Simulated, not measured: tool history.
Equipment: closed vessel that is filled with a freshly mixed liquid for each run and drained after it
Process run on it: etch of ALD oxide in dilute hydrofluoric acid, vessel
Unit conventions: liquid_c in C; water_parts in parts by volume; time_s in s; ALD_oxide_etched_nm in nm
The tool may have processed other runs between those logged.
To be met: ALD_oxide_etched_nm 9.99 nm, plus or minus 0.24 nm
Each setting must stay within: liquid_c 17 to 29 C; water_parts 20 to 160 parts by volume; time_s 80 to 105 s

run 1 day=0 | liquid_c=21 water_parts=90 time_s=105 | ALD_oxide_etched_nm=16.373
run 2 day=0.325 | liquid_c=21 water_parts=90 time_s=80 | ALD_oxide_etched_nm=12.578
run 3 day=0.646 | liquid_c=21 water_parts=90 time_s=105 | ALD_oxide_etched_nm=16.435
run 4 day=0.9 | liquid_c=20 water_parts=100 time_s=105 | ALD_oxide_etched_nm=14.243
run 5 day=1.179 | liquid_c=23 water_parts=100 time_s=105 | ALD_oxide_etched_nm=15.809
run 6 day=1.312 | liquid_c=21.5 water_parts=105 time_s=105 | ALD_oxide_etched_nm=14.059
run 7 day=1.338 | liquid_c=20.5 water_parts=110 time_s=105 | ALD_oxide_etched_nm=13.069
run 8 day=1.692 | liquid_c=19.5 water_parts=115 time_s=105 | ALD_oxide_etched_nm=11.742
run 9 day=1.9 | liquid_c=19 water_parts=115 time_s=105 | ALD_oxide_etched_nm=11.535
run 10 day=2.025 | liquid_c=18.5 water_parts=115 time_s=105 | ALD_oxide_etched_nm=11.236
run 11 day=2.375 | liquid_c=18 water_parts=115 time_s=105 | ALD_oxide_etched_nm=11.101
run 12 day=2.675 | liquid_c=17.5 water_parts=115 time_s=105 | ALD_oxide_etched_nm=10.816

Which of these 4 next moves meets every target?
run A day=2.975 | liquid_c=17 water_parts=95 time_s=100 | ALD_oxide_etched_nm=?
run B day=2.975 | liquid_c=17.5 water_parts=95 time_s=90 | ALD_oxide_etched_nm=?
run C day=2.975 | liquid_c=18 water_parts=100 time_s=90 | ALD_oxide_etched_nm=?
run D day=2.975 | liquid_c=25.5 water_parts=155 time_s=100 | ALD_oxide_etched_nm=?

move=A ALD_oxide_etched_nm=12.366
move=B ALD_oxide_etched_nm=11.367
move=C ALD_oxide_etched_nm=10.969
move=D ALD_oxide_etched_nm=9.9571
A: the biggest miss grows against the last run
B: the biggest miss grows against the last run
C: the biggest miss grows against the last run
D: in spec on every target
Go with D: it meets all targets.

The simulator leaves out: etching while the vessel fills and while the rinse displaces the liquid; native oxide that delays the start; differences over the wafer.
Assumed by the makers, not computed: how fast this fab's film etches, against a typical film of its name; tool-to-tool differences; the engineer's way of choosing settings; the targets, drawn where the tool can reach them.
